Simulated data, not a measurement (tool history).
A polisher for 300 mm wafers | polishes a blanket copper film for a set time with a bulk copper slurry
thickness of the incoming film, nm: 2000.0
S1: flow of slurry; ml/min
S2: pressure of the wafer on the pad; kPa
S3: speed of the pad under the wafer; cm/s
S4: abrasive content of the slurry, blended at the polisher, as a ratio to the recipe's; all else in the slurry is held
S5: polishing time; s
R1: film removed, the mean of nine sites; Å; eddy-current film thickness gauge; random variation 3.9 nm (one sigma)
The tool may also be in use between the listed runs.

run 1 hour=0 | S1=320 S2=15.2 S3=118 S4=1 S5=57 | R1=5109.3
run 2 hour=7.9 | S1=320 S2=15.2 S3=142 S4=1 S5=57 | R1=6316.7
run 3 hour=15.7 | S1=320 S2=15.2 S3=124 S4=1 S5=57 | R1=5428.7
run 4 hour=23.9 | S1=320 S2=13.8 S3=124 S4=1 S5=57 | R1=4967.9
run 5 hour=29.6 | S1=320 S2=13.1 S3=124 S4=1 S5=57 | R1=4689.7
run 6 hour=33.7 | S1=320 S2=12.4 S3=124 S4=1 S5=57 | R1=4553.2
run 7 hour=36.7 | S1=320 S2=11.7 S3=124 S4=1 S5=57 | R1=4201.5

Run 8 comes next. What will it give?
run 8 hour=40.1 | S1=320 S2=11 S3=124 S4=1 S5=57 | R1=?

Run 8 gave R1 3983.9 Å.
